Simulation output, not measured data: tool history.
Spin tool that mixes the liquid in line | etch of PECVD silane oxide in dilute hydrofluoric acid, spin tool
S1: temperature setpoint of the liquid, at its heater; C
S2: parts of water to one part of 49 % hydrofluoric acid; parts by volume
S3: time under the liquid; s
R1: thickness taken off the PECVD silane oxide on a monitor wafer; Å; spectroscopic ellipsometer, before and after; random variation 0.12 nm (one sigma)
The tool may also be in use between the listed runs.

Run 1, hour 0.0: S1 24.0 C, S2 240 parts by volume, S3 75 s. Result: R1 123.47 Å.
Run 2, hour 4.2: S1 25.5 C, S2 240 parts by volume, S3 75 s. Result: R1 131.33 Å.
Run 3, hour 10.9: S1 26.5 C, S2 235 parts by volume, S3 75 s. Result: R1 140.85 Å.
Run 4, hour 16.7: S1 26.5 C, S2 155 parts by volume, S3 75 s. Result: R1 231.68 Å.
Run 5, hour 19.7: S1 26.0 C, S2 155 parts by volume, S3 75 s. Result: R1 228.52 Å.
At hour 22.5: thermometer replaced.
Run 6, hour 22.5: S1 24.5 C, S2 155 parts by volume, S3 75 s. Result: R1 235.39 Å.
Run 7, hour 28.6: S1 24.5 C, S2 160 parts by volume, S3 75 s. Result: R1 227.86 Å.

Run 8 comes next. What will it give?
Run 8, hour 35.9: S1 24.5 C, S2 170 parts by volume, S3 75 s. Result: R1 ?.

R1: 210.32 Å

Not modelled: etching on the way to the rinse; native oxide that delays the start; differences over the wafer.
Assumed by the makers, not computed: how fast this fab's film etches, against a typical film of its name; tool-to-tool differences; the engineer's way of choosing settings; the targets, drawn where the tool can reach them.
